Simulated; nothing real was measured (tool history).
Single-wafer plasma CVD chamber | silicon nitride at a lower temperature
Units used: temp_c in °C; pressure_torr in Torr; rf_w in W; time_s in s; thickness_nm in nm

run  hour  temp_c  pressure_torr  rf_w  time_s  thickness_nm
  1   0.0     330           1.45   320     9.2       11.0330
  2   7.0     330           1.45   300     9.2       10.6250
  3   9.2     340           1.45   300     9.2       10.4980
  4  11.9     340           1.45   300     8.7        9.9936
  5  16.3     340           1.45   300     9.2       10.6390
  6  23.1     340           1.38   300     9.2       10.3340
  7  30.0     340           1.38   300     9.2       10.3670
  8  35.9     340           1.33   300     9.2       10.3480

What does the tool deliver on the next run?
  9  40.8     340           1.28   295     9.2             ?

thickness_nm: 10.1250 nm

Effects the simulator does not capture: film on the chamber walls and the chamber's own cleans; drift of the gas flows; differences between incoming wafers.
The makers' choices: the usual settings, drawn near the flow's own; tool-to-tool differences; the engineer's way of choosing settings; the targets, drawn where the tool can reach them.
